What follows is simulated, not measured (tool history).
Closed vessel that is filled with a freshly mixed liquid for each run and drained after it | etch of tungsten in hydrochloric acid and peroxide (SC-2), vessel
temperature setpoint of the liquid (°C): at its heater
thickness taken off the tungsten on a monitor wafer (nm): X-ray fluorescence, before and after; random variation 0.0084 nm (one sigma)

run,hour,temperature setpoint of the liquid (°C),parts of water to one part each of 37 % hydrochloric acid and 30 % peroxide (parts by volume),time in the liquid (s),thickness taken off the tungsten on a monitor wafer (nm)
1,0,48,8.5,30,4.4871
2,7.4,48,8.5,30,4.4779
3,15.8,51.5,8.5,30,5.6414
4,20.4,54,8.5,30,6.6199
5,21.9,51.5,8.5,30,5.6541
6,27.3,49.5,8.5,30,4.9352
7,35.1,48,8.5,30,4.4951
8,36.3,46.5,8.5,30,4.049
9,42.5,45.5,8.5,30,3.7821
10,49.8,44.5,8.5,30,3.5135

Forecast run 11:
11,53.1,43.5,8.5,30,?

thickness taken off the tungsten on a monitor wafer (nm): 3.2921

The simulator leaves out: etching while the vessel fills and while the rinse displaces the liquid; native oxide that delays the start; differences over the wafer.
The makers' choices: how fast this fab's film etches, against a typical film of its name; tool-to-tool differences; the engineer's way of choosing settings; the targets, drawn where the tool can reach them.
